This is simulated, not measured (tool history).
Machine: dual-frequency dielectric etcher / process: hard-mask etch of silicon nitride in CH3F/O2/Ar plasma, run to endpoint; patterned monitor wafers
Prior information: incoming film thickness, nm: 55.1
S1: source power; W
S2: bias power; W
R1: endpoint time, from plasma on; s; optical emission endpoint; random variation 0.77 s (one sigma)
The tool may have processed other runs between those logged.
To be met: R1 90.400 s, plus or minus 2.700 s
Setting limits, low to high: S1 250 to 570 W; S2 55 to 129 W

run  hour   S1  S2      R1
  1   0.0  410  92  72.371
  2   6.5  370  84  75.861
  3  10.0  330  74  83.528
  4  13.3  390  74  77.285
  5  22.1  460  74  73.211
  6  24.4  460  86  69.433
  7  30.3  400  78  76.082
  8  33.1  400  78  74.818
  9  38.2  360  72  79.908

Which single option among these 4 for the next run brings every result within its allowed miss of target? Just one does.
  A  43.3  300  65   ?
  B  43.3  480  85   ?
  C  43.3  270  59   ?
  D  43.3  390  85   ?

move      R1
   A  89.412
   B  68.340
   C  95.942
   D  74.436
A: all results in spec
B: the biggest miss grows against the last run
C: moves the result that the last run missed by most past its target, out the other side
D: the biggest miss grows against the last run
Answer: A
